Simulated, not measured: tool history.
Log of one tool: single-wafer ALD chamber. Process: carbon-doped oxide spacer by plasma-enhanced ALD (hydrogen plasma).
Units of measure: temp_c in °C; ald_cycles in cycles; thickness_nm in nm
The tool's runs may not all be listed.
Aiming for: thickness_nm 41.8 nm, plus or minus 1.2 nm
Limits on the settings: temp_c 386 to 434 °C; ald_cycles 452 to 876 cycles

Run 1, hour 0: temp_c 410 °C, ald_cycles 664 cycles. Result: thickness_nm 32.304 nm.
Run 2, hour 8.1: temp_c 407 °C, ald_cycles 716 cycles. Result: thickness_nm 35.31 nm.
Run 3, hour 12.2: temp_c 407 °C, ald_cycles 659 cycles. Result: thickness_nm 32.788 nm.
Run 4, hour 18.4: temp_c 402 °C, ald_cycles 659 cycles. Result: thickness_nm 33.032 nm.
Run 5, hour 20.1: temp_c 400 °C, ald_cycles 709 cycles. Result: thickness_nm 35.547 nm.
Run 6, hour 22: temp_c 399 °C, ald_cycles 746 cycles. Result: thickness_nm 37.048 nm.
Run 7, hour 30.8: temp_c 399 °C, ald_cycles 746 cycles. Result: thickness_nm 37.075 nm.
Run 8, hour 36.4: temp_c 398 °C, ald_cycles 776 cycles. Result: thickness_nm 38.95 nm.

4 candidate next runs follow, results not yet known. Just one meets every target within its allowed miss. Identify it.
Run A, hour 42: temp_c 396 °C, ald_cycles 736 cycles. Result: thickness_nm ?.
Run B, hour 42: temp_c 404 °C, ald_cycles 840 cycles. Result: thickness_nm ?.
Run C, hour 42: temp_c 409 °C, ald_cycles 776 cycles. Result: thickness_nm ?.
Run D, hour 42: temp_c 394 °C, ald_cycles 739 cycles. Result: thickness_nm ?.

move  thickness_nm
   A        37.022
   B        41.853
   C        37.996
   D        37.173
A: further off than the last run
B: hits every target within its allowed miss
C: further off than the last run
D: further off than the last run
B is the move that brings every result within its allowed miss.
